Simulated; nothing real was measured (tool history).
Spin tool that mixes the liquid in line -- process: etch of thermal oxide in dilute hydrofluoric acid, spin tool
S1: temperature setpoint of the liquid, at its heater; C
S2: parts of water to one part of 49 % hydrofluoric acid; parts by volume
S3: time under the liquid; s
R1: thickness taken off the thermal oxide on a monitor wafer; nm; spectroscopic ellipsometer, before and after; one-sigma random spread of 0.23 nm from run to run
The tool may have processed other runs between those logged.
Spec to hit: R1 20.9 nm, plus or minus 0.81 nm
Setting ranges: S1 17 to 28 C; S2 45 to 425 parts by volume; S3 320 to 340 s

| run | hour | S1 | S2 | S3 | R1 |
|---|---|---|---|---|---|
| 1 | 0 | 20 | 235 | 320 | 4.5698 |
| 2 | 6.7 | 20 | 160 | 320 | 7.2334 |
| 3 | 8 | 20 | 100 | 320 | 12.478 |
| 4 | 11.9 | 20 | 100 | 340 | 13.051 |
| 5 | 20.6 | 20 | 100 | 340 | 12.867 |
| 6 | 27.8 | 18.5 | 100 | 340 | 12.414 |
| 7 | 31.4 | 22.5 | 45 | 340 | 34.141 |
| 8 | 34.6 | 22 | 45 | 340 | 34.741 |
| 9 | 37.9 | 22 | 45 | 340 | 33.483 |
| 10 | 40.1 | 21.5 | 45 | 340 | 32.601 |
| 11 | 47.4 | 21 | 45 | 340 | 31.881 |
| 12 | 48.5 | 20 | 45 | 340 | 31.012 |
| 13 | 55.8 | 19.5 | 50 | 340 | 26.889 |
| 14 | 61.2 | 19 | 50 | 340 | 26.202 |
| 15 | 65.3 | 18.5 | 50 | 340 | 26.442 |
| 16 | 69.8 | 18.5 | 50 | 340 | 25.877 |
| 17 | 72.5 | 18 | 50 | 340 | 25.22 |
|  | 76.8 | thermometer replaced |
| 18 | 76.8 | 18 | 50 | 340 | 26.991 |
| 19 | 81.8 | 18 | 55 | 340 | 24.32 |
| 20 | 86.9 | 17.5 | 60 | 340 | 21.926 |

Next run, 4 choices. One meets every target within its allowed miss, the rest don't. Which?
| A | 92 | 19.5 | 55 | 325 | ? |
| B | 92 | 17 | 55 | 335 | ? |
| C | 92 | 21.5 | 70 | 320 | ? |
| D | 92 | 19 | 60 | 335 | ? |

| move | R1 |
|---|---|
| A | 25.075 |
| B | 23.216 |
| C | 20.72 |
| D | 23.059 |
A: moves away from the targets compared with the last run
B: moves away from the targets compared with the last run
C: each result inside its tolerance
D: moves away from the targets compared with the last run
The right move is C.
